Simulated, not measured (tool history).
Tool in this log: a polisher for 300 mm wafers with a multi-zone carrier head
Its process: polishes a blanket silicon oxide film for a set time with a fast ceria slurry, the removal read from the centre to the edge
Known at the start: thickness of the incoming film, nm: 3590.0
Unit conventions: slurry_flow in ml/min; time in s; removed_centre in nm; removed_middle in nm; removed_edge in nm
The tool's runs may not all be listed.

{"run": 1, "day": 0.0, "slurry_flow": 200, "centre_zone": 1, "middle_zone": 1, "edge_zone": 1, "time": 88, "removed_centre": 1134.9, "removed_middle": 1172.3, "removed_edge": 1177.2}
{"run": 2, "day": 0.246, "slurry_flow": 200, "centre_zone": 1, "middle_zone": 1, "edge_zone": 1.06, "time": 88, "removed_centre": 1139.9, "removed_middle": 1172.7, "removed_edge": 1251}
{"run": 3, "day": 0.592, "slurry_flow": 200, "centre_zone": 1, "middle_zone": 1, "edge_zone": 1.06, "time": 77, "removed_centre": 1019.5, "removed_middle": 992.62, "removed_edge": 1089}
{"run": 4, "day": 0.933, "slurry_flow": 160, "centre_zone": 1, "middle_zone": 1, "edge_zone": 1.06, "time": 77, "removed_centre": 942.33, "removed_middle": 966.99, "removed_edge": 1048.2}
{"run": 5, "day": 1.271, "slurry_flow": 160, "centre_zone": 1, "middle_zone": 1, "edge_zone": 1.06, "time": 98, "removed_centre": 1220.4, "removed_middle": 1230.6, "removed_edge": 1311.2}
{"run": 6, "day": 1.379, "slurry_flow": 160, "centre_zone": 1, "middle_zone": 1, "edge_zone": 1.06, "time": 114, "removed_centre": 1406.1, "removed_middle": 1466.3, "removed_edge": 1510.7}
{"day": 1.692, "done": "slurry nozzle cleaned"}
{"run": 7, "day": 1.692, "slurry_flow": 155, "centre_zone": 1, "middle_zone": 1, "edge_zone": 1.04, "time": 107, "removed_centre": 1429.8, "removed_middle": 1461.6, "removed_edge": 1487.1}
{"run": 8, "day": 1.908, "slurry_flow": 155, "centre_zone": 1.01, "middle_zone": 1.02, "edge_zone": 1.05, "time": 100, "removed_centre": 1351.1, "removed_middle": 1421.8, "removed_edge": 1375.4}

Run 9 is up next; what results do you expect?
{"run": 9, "day": 2.204, "slurry_flow": 150, "centre_zone": 1.01, "middle_zone": 1.01, "edge_zone": 1.03, "time": 94, "removed_centre": "?", "removed_middle": "?", "removed_edge": "?"}

{"run 9": {"removed_centre": 1256, "removed_middle": 1247.4, "removed_edge": 1299.1}}

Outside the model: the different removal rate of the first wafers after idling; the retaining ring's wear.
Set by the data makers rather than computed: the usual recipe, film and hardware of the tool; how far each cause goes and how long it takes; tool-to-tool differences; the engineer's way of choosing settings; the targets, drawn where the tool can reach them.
